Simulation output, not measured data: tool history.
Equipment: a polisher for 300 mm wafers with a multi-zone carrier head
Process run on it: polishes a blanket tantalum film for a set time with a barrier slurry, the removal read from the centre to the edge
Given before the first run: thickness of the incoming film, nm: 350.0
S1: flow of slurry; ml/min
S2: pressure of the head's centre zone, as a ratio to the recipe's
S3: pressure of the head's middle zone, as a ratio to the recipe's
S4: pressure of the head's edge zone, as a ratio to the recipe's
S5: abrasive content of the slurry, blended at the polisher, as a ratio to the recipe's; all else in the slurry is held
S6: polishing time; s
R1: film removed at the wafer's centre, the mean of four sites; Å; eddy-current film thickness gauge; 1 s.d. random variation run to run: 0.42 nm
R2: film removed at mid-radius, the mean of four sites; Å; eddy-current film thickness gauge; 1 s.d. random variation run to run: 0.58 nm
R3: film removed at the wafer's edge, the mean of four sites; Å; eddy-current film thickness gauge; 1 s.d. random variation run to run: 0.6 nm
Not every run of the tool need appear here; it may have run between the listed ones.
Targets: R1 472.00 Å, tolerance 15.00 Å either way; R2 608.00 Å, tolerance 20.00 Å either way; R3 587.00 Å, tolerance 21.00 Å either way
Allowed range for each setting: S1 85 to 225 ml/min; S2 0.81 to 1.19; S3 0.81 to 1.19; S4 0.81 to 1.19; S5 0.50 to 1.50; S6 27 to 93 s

{"run": 1, "hour": 0.0, "S1": 145, "S2": 1.0, "S3": 1.0, "S4": 1.0, "S5": 1.0, "S6": 59, "R1": 626.25, "R2": 598.2, "R3": 593.39}
{"run": 2, "hour": 7.6, "S1": 140, "S2": 0.98, "S3": 1.01, "S4": 1.01, "S5": 1.0, "S6": 59, "R1": 607.54, "R2": 618.48, "R3": 594.15}
{"run": 3, "hour": 14.9, "S1": 135, "S2": 0.96, "S3": 1.0, "S4": 1.02, "S5": 1.0, "S6": 59, "R1": 594.18, "R2": 603.3, "R3": 606.03}
{"run": 4, "hour": 20.4, "S1": 130, "S2": 0.94, "S3": 1.01, "S4": 1.02, "S5": 1.0, "S6": 59, "R1": 579.93, "R2": 602.2, "R3": 596.79}
{"run": 5, "hour": 28.0, "S1": 130, "S2": 0.94, "S3": 0.93, "S4": 1.02, "S5": 1.0, "S6": 59, "R1": 580.69, "R2": 556.23, "R3": 592.22}
{"run": 6, "hour": 33.1, "S1": 130, "S2": 0.94, "S3": 0.93, "S4": 1.09, "S5": 1.0, "S6": 59, "R1": 568.25, "R2": 561.08, "R3": 624.27}
{"run": 7, "hour": 41.5, "S1": 125, "S2": 0.92, "S3": 0.95, "S4": 1.09, "S5": 1.0, "S6": 59, "R1": 555.88, "R2": 574.63, "R3": 620.94}
{"run": 8, "hour": 45.0, "S1": 120, "S2": 0.91, "S3": 0.96, "S4": 1.09, "S5": 1.0, "S6": 59, "R1": 557.46, "R2": 568.85, "R3": 620.13}
{"run": 9, "hour": 50.5, "S1": 125, "S2": 0.9, "S3": 0.98, "S4": 1.09, "S5": 0.95, "S6": 59, "R1": 539.18, "R2": 576.98, "R3": 613.33}
{"run": 10, "hour": 52.2, "S1": 125, "S2": 0.89, "S3": 0.99, "S4": 1.09, "S5": 0.95, "S6": 59, "R1": 528.76, "R2": 584.51, "R3": 594.12}

Of the 4 settings listed for the next run, only one would bring every result within its allowed miss of target. Which one?
{"run": "A", "hour": 53.9, "S1": 125, "S2": 0.81, "S3": 1.01, "S4": 1.17, "S5": 0.95, "S6": 56, "R1": "?", "R2": "?", "R3": "?"}
{"run": "B", "hour": 53.9, "S1": 125, "S2": 0.81, "S3": 1.06, "S4": 1.07, "S5": 0.8, "S6": 63, "R1": "?", "R2": "?", "R3": "?"}
{"run": "C", "hour": 53.9, "S1": 115, "S2": 0.88, "S3": 1.0, "S4": 1.12, "S5": 1.0, "S6": 58, "R1": "?", "R2": "?", "R3": "?"}
{"run": "D", "hour": 53.9, "S1": 135, "S2": 0.97, "S3": 1.04, "S4": 1.01, "S5": 0.85, "S6": 64, "R1": "?", "R2": "?", "R3": "?"}

move=A R1=456.19 R2=565.28 R3=597.92
move=B R1=474.77 R2=612.80 R3=593.94
move=C R1=517.34 R2=585.48 R3=612.93
move=D R1=602.85 R2=637.03 R3=608.75
A: pushes the last run's worst result past its target
B: every result within its allowed miss
C: an improvement on the last run, though not all results are within tolerance
D: lands further from the targets than the last run did
So the answer is move B, the one that meets all the targets.
